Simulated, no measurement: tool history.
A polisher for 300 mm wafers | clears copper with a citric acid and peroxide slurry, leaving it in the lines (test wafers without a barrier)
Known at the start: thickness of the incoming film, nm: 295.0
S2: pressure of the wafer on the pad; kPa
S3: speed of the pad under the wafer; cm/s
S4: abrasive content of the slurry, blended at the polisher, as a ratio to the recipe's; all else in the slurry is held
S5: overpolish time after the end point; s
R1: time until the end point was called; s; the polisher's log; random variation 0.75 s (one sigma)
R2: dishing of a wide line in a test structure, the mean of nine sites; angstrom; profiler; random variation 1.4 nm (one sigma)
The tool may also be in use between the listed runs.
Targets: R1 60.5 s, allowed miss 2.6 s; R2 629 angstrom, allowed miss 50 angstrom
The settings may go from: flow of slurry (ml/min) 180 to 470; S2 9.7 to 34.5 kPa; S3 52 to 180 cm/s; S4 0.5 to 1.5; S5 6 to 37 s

{"run": 1, "hour": 0.0, "flow of slurry (ml/min)": 300, "S2": 22.1, "S3": 116, "S4": 1, "S5": 19, "R1": 89.634, "R2": 374.65}
{"run": 2, "hour": 2.5, "flow of slurry (ml/min)": 300, "S2": 23.4, "S3": 116, "S4": 1, "S5": 20, "R1": 83.602, "R2": 406.47}
{"run": 3, "hour": 8.9, "flow of slurry (ml/min)": 300, "S2": 24.8, "S3": 116, "S4": 1, "S5": 21, "R1": 77.662, "R2": 439.19}
{"run": 4, "hour": 13.1, "flow of slurry (ml/min)": 300, "S2": 24.8, "S3": 130, "S4": 1, "S5": 21, "R1": 72.573, "R2": 487.33}
{"run": 5, "hour": 16.0, "flow of slurry (ml/min)": 255, "S2": 24.8, "S3": 130, "S4": 1, "S5": 21, "R1": 73.149, "R2": 475.33}
{"run": 6, "hour": 22.5, "flow of slurry (ml/min)": 255, "S2": 25.5, "S3": 130, "S4": 1, "S5": 22, "R1": 69.921, "R2": 501.68}
{"run": 7, "hour": 26.4, "flow of slurry (ml/min)": 255, "S2": 26.2, "S3": 130, "S4": 1, "S5": 22, "R1": 68.878, "R2": 492.05}
{"run": 8, "hour": 28.2, "flow of slurry (ml/min)": 260, "S2": 26.2, "S3": 130, "S4": 1, "S5": 23, "R1": 69.346, "R2": 515.56}
{"run": 9, "hour": 33.9, "flow of slurry (ml/min)": 260, "S2": 26.9, "S3": 130, "S4": 1, "S5": 23, "R1": 67.583, "R2": 536.83}
{"run": 10, "hour": 36.1, "flow of slurry (ml/min)": 260, "S2": 27.6, "S3": 130, "S4": 1, "S5": 23, "R1": 65.722, "R2": 566.94}

4 next moves are on the table. One of them brings every result within its allowed miss. Which?
{"run": "A", "hour": 38.3, "flow of slurry (ml/min)": 275, "S2": 26.9, "S3": 144, "S4": 1.05, "S5": 26, "R1": "?", "R2": "?"}
{"run": "B", "hour": 38.3, "flow of slurry (ml/min)": 285, "S2": 26.2, "S3": 144, "S4": 1.25, "S5": 21, "R1": "?", "R2": "?"}
{"run": "C", "hour": 38.3, "flow of slurry (ml/min)": 280, "S2": 26.2, "S3": 122, "S4": 1.05, "S5": 23, "R1": "?", "R2": "?"}
{"run": "D", "hour": 38.3, "flow of slurry (ml/min)": 260, "S2": 28.3, "S3": 116, "S4": 0.9, "S5": 27, "R1": "?", "R2": "?"}

move=A R1=61.132 R2=654.82
move=B R1=60.243 R2=565.68
move=C R1=72.437 R2=527.11
move=D R1=72.949 R2=594.26
A: meets every target
B: brings the result that was furthest off to its target, and leaves another outside
C: further off than the last run
D: further off than the last run
The right move is A.

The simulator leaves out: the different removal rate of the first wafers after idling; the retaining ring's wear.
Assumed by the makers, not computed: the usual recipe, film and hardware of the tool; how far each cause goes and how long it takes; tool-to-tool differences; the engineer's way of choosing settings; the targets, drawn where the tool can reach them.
